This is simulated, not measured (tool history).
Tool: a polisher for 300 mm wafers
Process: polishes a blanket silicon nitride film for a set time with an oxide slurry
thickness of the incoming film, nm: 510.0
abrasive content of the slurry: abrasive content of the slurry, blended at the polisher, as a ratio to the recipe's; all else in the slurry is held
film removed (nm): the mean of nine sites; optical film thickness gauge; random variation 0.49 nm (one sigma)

run  hour  flow of slurry (ml/min)  pressure of the wafer on the pad (kPa)  speed of the pad under the wafer (m/s)  abrasive content of the slurry  polishing time (s)  film removed (nm)
  1   0.0                      220                                    16.5                                    1.28                            1.00                 129             67.327
  2   4.2                      220                                    15.2                                    1.28                            1.00                 129             62.092
  3   5.2                      220                                    15.2                                    1.28                            1.15                 129             64.523
  4  12.8                      220                                    13.8                                    1.28                            1.15                 129             60.102
  5  15.6                      260                                    13.8                                    1.28                            1.15                 129             60.555
  6  21.8                      260                                    12.4                                    1.28                            1.15                 129             55.370
  7  27.9                      260                                    11.7                                    1.28                            1.15                 129             51.889

Run 8 comes next. What will it give?
  8  34.2                      260                                    11.0                                    1.28                            1.15                 129                  ?

{"run 8": {"film removed (nm)": 49.158}}
